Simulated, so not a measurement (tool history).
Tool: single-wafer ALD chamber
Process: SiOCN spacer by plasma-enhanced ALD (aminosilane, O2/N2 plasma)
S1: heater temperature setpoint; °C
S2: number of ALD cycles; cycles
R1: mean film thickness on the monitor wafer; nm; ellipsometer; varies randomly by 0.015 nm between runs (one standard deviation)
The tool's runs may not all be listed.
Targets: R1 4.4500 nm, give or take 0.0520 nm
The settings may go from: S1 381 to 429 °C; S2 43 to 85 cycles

run  hour   S1  S2      R1
  1   0.0  405  64  4.0652
  2   7.7  415  64  3.9286
  3  11.0  408  65  4.0833
  4  17.1  404  65  4.1274
  5  22.3  404  57  3.6443
  6  31.0  395  57  3.6236
  7  32.0  395  60  3.8130
  8  35.1  395  62  3.9419
  9  41.3  395  64  4.0692
 10  49.9  383  69  4.3894

Consider the 4 candidate settings below. Which is the only one whose results all fall within their allowed miss of target?
  A  58.5  386  70   ?
  B  58.5  390  67   ?
  C  58.5  381  68   ?
  D  58.5  383  68   ?

move      R1
   A  4.4738
   B  4.2820
   C  4.3460
   D  4.3460
A: every result within its allowed miss
B: misses by more than the last run did
C: misses by more than the last run did
D: misses by more than the last run did
Move A is the one to make.

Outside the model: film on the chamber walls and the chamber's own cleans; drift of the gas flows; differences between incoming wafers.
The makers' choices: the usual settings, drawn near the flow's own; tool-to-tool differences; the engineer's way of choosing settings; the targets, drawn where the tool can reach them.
